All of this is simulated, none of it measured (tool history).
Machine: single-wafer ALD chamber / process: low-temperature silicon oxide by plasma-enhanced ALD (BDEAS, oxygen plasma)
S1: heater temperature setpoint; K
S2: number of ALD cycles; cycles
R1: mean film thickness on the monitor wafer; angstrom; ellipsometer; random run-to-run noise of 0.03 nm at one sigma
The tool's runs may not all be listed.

run 1 hour=0 | S1=388.15 S2=59 | R1=75.554
run 2 hour=3.7 | S1=388.15 S2=64 | R1=82.601
run 3 hour=12.4 | S1=389.15 S2=61 | R1=77.824
run 4 hour=18.6 | S1=381.15 S2=61 | R1=78.439
run 5 hour=26.8 | S1=381.15 S2=59 | R1=77.197
run 6 hour=34.5 | S1=384.15 S2=57 | R1=74.059

What does the tool deliver on the next run?
run 7 hour=40.8 | S1=387.15 S2=52 | R1=?

R1: 66.656 angstrom

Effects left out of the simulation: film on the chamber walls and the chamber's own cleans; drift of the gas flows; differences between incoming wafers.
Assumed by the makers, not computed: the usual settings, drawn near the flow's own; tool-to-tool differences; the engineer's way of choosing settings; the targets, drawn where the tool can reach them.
